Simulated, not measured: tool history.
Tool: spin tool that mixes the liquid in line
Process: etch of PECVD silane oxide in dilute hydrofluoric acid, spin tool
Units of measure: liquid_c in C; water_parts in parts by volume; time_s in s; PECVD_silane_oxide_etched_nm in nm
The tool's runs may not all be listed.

{"run": 1, "hour": 0.0, "liquid_c": 25, "water_parts": 60, "time_s": 50, "PECVD_silane_oxide_etched_nm": 23.671}
{"run": 2, "hour": 4.4, "liquid_c": 23, "water_parts": 60, "time_s": 50, "PECVD_silane_oxide_etched_nm": 21.806}
{"run": 3, "hour": 5.1, "liquid_c": 23, "water_parts": 60, "time_s": 50, "PECVD_silane_oxide_etched_nm": 21.994}
{"run": 4, "hour": 10.5, "liquid_c": 23, "water_parts": 75, "time_s": 50, "PECVD_silane_oxide_etched_nm": 17.298}
{"run": 5, "hour": 13.7, "liquid_c": 25.5, "water_parts": 65, "time_s": 50, "PECVD_silane_oxide_etched_nm": 22.225}
{"run": 6, "hour": 20.9, "liquid_c": 27.5, "water_parts": 60, "time_s": 50, "PECVD_silane_oxide_etched_nm": 26.294}
{"run": 7, "hour": 27.2, "liquid_c": 29, "water_parts": 55, "time_s": 50, "PECVD_silane_oxide_etched_nm": 30.962}

Expected results for the next run?
{"run": 8, "hour": 34.5, "liquid_c": 30, "water_parts": 55, "time_s": 50, "PECVD_silane_oxide_etched_nm": "?"}

PECVD_silane_oxide_etched_nm: 31.889 nm

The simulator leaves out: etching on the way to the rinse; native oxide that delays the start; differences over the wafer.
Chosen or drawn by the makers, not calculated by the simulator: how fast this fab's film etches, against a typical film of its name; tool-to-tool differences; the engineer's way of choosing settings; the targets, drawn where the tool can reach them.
